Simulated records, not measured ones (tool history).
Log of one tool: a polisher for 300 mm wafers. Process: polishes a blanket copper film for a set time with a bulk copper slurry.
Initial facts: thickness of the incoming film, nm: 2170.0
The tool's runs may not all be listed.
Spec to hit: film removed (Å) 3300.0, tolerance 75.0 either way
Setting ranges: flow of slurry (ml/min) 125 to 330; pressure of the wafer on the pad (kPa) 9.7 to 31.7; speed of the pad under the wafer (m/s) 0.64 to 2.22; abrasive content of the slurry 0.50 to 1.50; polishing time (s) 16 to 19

run	day	flow of slurry (ml/min)	pressure of the wafer on the pad (kPa)	speed of the pad under the wafer (m/s)	abrasive content of the slurry	polishing time (s)	film removed (Å)
1	0.000	210	20.7	1.42	1.00	19	2465.0
2	0.183	210	20.7	1.42	1.00	16	2097.0
3	0.542	220	22.8	1.42	1.00	16	2279.9
4	0.621	220	24.8	1.44	1.00	16	2451.8
5	0.908	220	24.8	1.44	1.00	16	2440.6
6	1.200	220	26.2	1.48	1.00	16	2609.1
7	1.262	220	27.6	1.50	1.00	16	2781.5
8	1.367	220	28.3	1.52	1.00	16	2831.0
9	1.633	225	29.0	1.54	1.00	16	3014.9

4 candidate next runs follow, results not yet known. Just one meets every target within its allowed miss. Identify it.
A	1.900	220	31.0	1.68	1.15	16	?
B	1.900	260	28.3	1.40	0.80	16	?
C	1.900	235	27.6	1.44	1.00	16	?
D	1.900	280	27.6	1.40	1.20	19	?

move	film removed (Å)
A	3548.8
B	2630.1
C	2721.9
D	3312.2
A: moves the result that the last run missed by most past its target, out the other side
B: further off than the last run
C: further off than the last run
D: in spec on every target
Move D is the one to make.

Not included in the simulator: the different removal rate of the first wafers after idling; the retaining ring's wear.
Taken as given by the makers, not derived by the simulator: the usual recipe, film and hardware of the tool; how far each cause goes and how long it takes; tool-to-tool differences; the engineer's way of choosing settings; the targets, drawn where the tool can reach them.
